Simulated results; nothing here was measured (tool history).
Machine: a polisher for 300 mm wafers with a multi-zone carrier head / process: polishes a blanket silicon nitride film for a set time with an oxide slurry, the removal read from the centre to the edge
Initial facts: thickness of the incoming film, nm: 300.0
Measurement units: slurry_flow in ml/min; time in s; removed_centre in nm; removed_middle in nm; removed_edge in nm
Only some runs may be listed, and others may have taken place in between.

Run 1, hour 0: slurry_flow 255 ml/min, centre_zone 1, middle_zone 1, edge_zone 1, slurry_solids 1, time 79 s. Result: removed_centre 87.648 nm, removed_middle 89.124 nm, removed_edge 88.963 nm.
Run 2, hour 1.1: slurry_flow 250 ml/min, centre_zone 1.02, middle_zone 0.96, edge_zone 0.98, slurry_solids 0.95, time 79 s. Result: removed_centre 86.284 nm, removed_middle 82.441 nm, removed_edge 86.218 nm.
Run 3, hour 7.1: slurry_flow 250 ml/min, centre_zone 1.02, middle_zone 0.88, edge_zone 0.98, slurry_solids 0.95, time 79 s. Result: removed_centre 86.546 nm, removed_middle 78.916 nm, removed_edge 85.365 nm.
Run 4, hour 8.3: slurry_flow 245 ml/min, centre_zone 1.03, middle_zone 0.87, edge_zone 0.96, slurry_solids 0.9, time 79 s. Result: removed_centre 85.607 nm, removed_middle 75.132 nm, removed_edge 81.917 nm.
Run 5, hour 12: slurry_flow 245 ml/min, centre_zone 1.03, middle_zone 0.87, edge_zone 0.96, slurry_solids 0.9, time 88 s. Result: removed_centre 95.61 nm, removed_middle 85.216 nm, removed_edge 90.465 nm.
Run 6, hour 20.2: slurry_flow 245 ml/min, centre_zone 1.03, middle_zone 0.87, edge_zone 0.96, slurry_solids 0.9, time 103 s. Result: removed_centre 113.99 nm, removed_middle 99.108 nm, removed_edge 108.14 nm.
Run 7, hour 25.9: slurry_flow 240 ml/min, centre_zone 1.04, middle_zone 0.86, edge_zone 0.95, slurry_solids 0.8, time 101 s. Result: removed_centre 101.87 nm, removed_middle 87.835 nm, removed_edge 98.168 nm.
Run 8, hour 27.1: slurry_flow 225 ml/min, centre_zone 1.13, middle_zone 0.85, edge_zone 0.85, slurry_solids 0.55, time 99 s. Result: removed_centre 75.513 nm, removed_middle 63.44 nm, removed_edge 65.231 nm.
Run 9, hour 35.1: slurry_flow 240 ml/min, centre_zone 1.13, middle_zone 0.85, edge_zone 0.87, slurry_solids 0.55, time 99 s. Result: removed_centre 76.487 nm, removed_middle 63.642 nm, removed_edge 66.862 nm.
Run 10, hour 41.1: slurry_flow 245 ml/min, centre_zone 1.13, middle_zone 0.85, edge_zone 0.89, slurry_solids 0.55, time 99 s. Result: removed_centre 75.555 nm, removed_middle 63.011 nm, removed_edge 66.902 nm.
Run 11, hour 49.3: slurry_flow 245 ml/min, centre_zone 1.13, middle_zone 0.85, edge_zone 0.9, slurry_solids 0.55, time 99 s. Result: removed_centre 77.386 nm, removed_middle 62.979 nm, removed_edge 68.699 nm.
Run 12, hour 51: slurry_flow 245 ml/min, centre_zone 1.13, middle_zone 0.86, edge_zone 0.91, slurry_solids 0.55, time 99 s. Result: removed_centre 76.925 nm, removed_middle 63.339 nm, removed_edge 68.85 nm.
Run 13, hour 55.1: slurry_flow 245 ml/min, centre_zone 1.13, middle_zone 0.86, edge_zone 0.92, slurry_solids 0.55, time 99 s. Result: removed_centre 76.129 nm, removed_middle 63.187 nm, removed_edge 68.206 nm.
Run 14, hour 59.4: slurry_flow 250 ml/min, centre_zone 1.13, middle_zone 0.85, edge_zone 0.92, slurry_solids 0.55, time 99 s. Result: removed_centre 77.591 nm, removed_middle 63.67 nm, removed_edge 68.978 nm.
Run 15, hour 68.2: slurry_flow 310 ml/min, centre_zone 1.15, middle_zone 0.86, edge_zone 0.99, slurry_solids 0.6, time 99 s. Result: removed_centre 87.668 nm, removed_middle 71.131 nm, removed_edge 80.098 nm.
Run 16, hour 72.7: slurry_flow 300 ml/min, centre_zone 1.15, middle_zone 0.86, edge_zone 0.98, slurry_solids 0.6, time 99 s. Result: removed_centre 86.183 nm, removed_middle 71.431 nm, removed_edge 78.362 nm.
Run 17, hour 75.4: slurry_flow 290 ml/min, centre_zone 1.15, middle_zone 0.86, edge_zone 0.98, slurry_solids 0.6, time 99 s. Result: removed_centre 87.308 nm, removed_middle 71.65 nm, removed_edge 77.321 nm.
Run 18, hour 77.8: slurry_flow 285 ml/min, centre_zone 1.15, middle_zone 0.85, edge_zone 0.97, slurry_solids 0.6, time 99 s. Result: removed_centre 88.022 nm, removed_middle 70.265 nm, removed_edge 77.47 nm.
Run 19, hour 81.8: slurry_flow 265 ml/min, centre_zone 1.12, middle_zone 0.84, edge_zone 0.93, slurry_solids 0.55, time 99 s. Result: removed_centre 77.492 nm, removed_middle 64.031 nm, removed_edge 70.497 nm.
Run 20, hour 84.5: slurry_flow 275 ml/min, centre_zone 1.13, middle_zone 0.84, edge_zone 0.94, slurry_solids 0.55, time 99 s. Result: removed_centre 78.46 nm, removed_middle 63.744 nm, removed_edge 69.445 nm.
Run 21, hour 87.7: slurry_flow 255 ml/min, centre_zone 1.15, middle_zone 0.85, edge_zone 0.98, slurry_solids 0.7, time 99 s. Result: removed_centre 98.391 nm, removed_middle 79.047 nm, removed_edge 87.229 nm.
Run 22, hour 88.8: slurry_flow 255 ml/min, centre_zone 1.14, middle_zone 0.84, edge_zone 0.96, slurry_solids 0.7, time 99 s. Result: removed_centre 96.397 nm, removed_middle 78.361 nm, removed_edge 85.775 nm.
Run 23, hour 93.5: slurry_flow 250 ml/min, centre_zone 1.13, middle_zone 0.83, edge_zone 0.95, slurry_solids 0.7, time 99 s. Result: removed_centre 95.827 nm, removed_middle 77.524 nm, removed_edge 87.885 nm.
Run 24, hour 99.2: slurry_flow 250 ml/min, centre_zone 1.13, middle_zone 0.83, edge_zone 0.93, slurry_solids 0.7, time 99 s. Result: removed_centre 95.005 nm, removed_middle 77.071 nm, removed_edge 86.213 nm.
Run 25, hour 107.8: slurry_flow 245 ml/min, centre_zone 1.13, middle_zone 0.83, edge_zone 0.91, slurry_solids 0.7, time 99 s. Result: removed_centre 94.064 nm, removed_middle 78.043 nm, removed_edge 83.998 nm.
Run 26, hour 115.2: slurry_flow 235 ml/min, centre_zone 1.13, middle_zone 0.83, edge_zone 0.9, slurry_solids 0.7, time 99 s. Result: removed_centre 95.562 nm, removed_middle 76.863 nm, removed_edge 84.269 nm.
Run 27, hour 122.3: slurry_flow 230 ml/min, centre_zone 1.12, middle_zone 0.83, edge_zone 0.89, slurry_solids 0.7, time 99 s. Result: removed_centre 94.246 nm, removed_middle 77.029 nm, removed_edge 83.258 nm.
Run 28, hour 126.4: slurry_flow 210 ml/min, centre_zone 1.11, middle_zone 0.81, edge_zone 0.89, slurry_solids 0.5, time 98 s. Result: removed_centre 67.044 nm, removed_middle 54.256 nm, removed_edge 59.611 nm.

For run 29, what comes out?
Run 29, hour 133.4: slurry_flow 280 ml/min, centre_zone 1.12, middle_zone 0.83, edge_zone 0.96, slurry_solids 0.5, time 98 s. Result: removed_centre ?, removed_middle ?, removed_edge ?.

removed_centre: 69.941 nm
removed_middle: 57.732 nm
removed_edge: 64.632 nm

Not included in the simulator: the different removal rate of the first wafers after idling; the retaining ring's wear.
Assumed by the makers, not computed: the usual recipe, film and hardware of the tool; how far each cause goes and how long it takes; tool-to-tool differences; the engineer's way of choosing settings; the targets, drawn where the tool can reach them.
